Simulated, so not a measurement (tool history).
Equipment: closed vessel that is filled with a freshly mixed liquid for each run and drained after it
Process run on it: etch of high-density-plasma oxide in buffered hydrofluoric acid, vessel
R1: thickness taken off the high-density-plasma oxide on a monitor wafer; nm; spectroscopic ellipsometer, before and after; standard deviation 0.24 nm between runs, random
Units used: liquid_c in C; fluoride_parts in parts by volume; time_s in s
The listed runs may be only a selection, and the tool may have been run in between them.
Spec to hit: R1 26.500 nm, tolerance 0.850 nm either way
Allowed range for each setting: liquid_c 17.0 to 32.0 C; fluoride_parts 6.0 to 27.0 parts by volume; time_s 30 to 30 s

run 1 hour=0.0 | liquid_c=24.0 fluoride_parts=16.5 time_s=30 | R1=22.926
run 2 hour=2.2 | liquid_c=25.0 fluoride_parts=16.5 time_s=30 | R1=24.203
run 3 hour=11.1 | liquid_c=25.0 fluoride_parts=16.5 time_s=30 | R1=23.759
run 4 hour=12.9 | liquid_c=23.0 fluoride_parts=16.5 time_s=30 | R1=21.731
run 5 hour=15.8 | liquid_c=23.0 fluoride_parts=14.0 time_s=30 | R1=25.540
run 6 hour=19.3 | liquid_c=23.0 fluoride_parts=18.5 time_s=30 | R1=19.674
run 7 hour=23.8 | liquid_c=23.0 fluoride_parts=18.5 time_s=30 | R1=19.403
run 8 hour=32.0 | liquid_c=25.0 fluoride_parts=18.5 time_s=30 | R1=21.594
run 9 hour=39.7 | liquid_c=26.0 fluoride_parts=18.5 time_s=30 | R1=22.968
run 10 hour=45.4 | liquid_c=26.5 fluoride_parts=18.5 time_s=30 | R1=23.604
run 11 hour=53.1 | liquid_c=27.0 fluoride_parts=18.5 time_s=30 | R1=23.836
run 12 hour=55.6 | liquid_c=29.5 fluoride_parts=18.5 time_s=30 | R1=27.885

5 candidate next runs follow, results not yet known. Just one meets every target within its allowed miss. Identify it.
run A hour=58.1 | liquid_c=31.0 fluoride_parts=18.5 time_s=30 | R1=?
run B hour=58.1 | liquid_c=29.0 fluoride_parts=21.0 time_s=30 | R1=?
run C hour=58.1 | liquid_c=28.0 fluoride_parts=18.0 time_s=30 | R1=?
run D hour=58.1 | liquid_c=28.5 fluoride_parts=19.5 time_s=30 | R1=?
run E hour=58.1 | liquid_c=29.0 fluoride_parts=17.0 time_s=30 | R1=?

move=A R1=29.607
move=B R1=23.868
move=C R1=25.955
move=D R1=24.637
move=E R1=28.954
A: misses by more than the last run did
B: takes the biggest miss from the last run beyond its target
C: every result lands within tolerance
D: takes the biggest miss from the last run beyond its target
E: misses by more than the last run did
Go with C: it meets all targets.

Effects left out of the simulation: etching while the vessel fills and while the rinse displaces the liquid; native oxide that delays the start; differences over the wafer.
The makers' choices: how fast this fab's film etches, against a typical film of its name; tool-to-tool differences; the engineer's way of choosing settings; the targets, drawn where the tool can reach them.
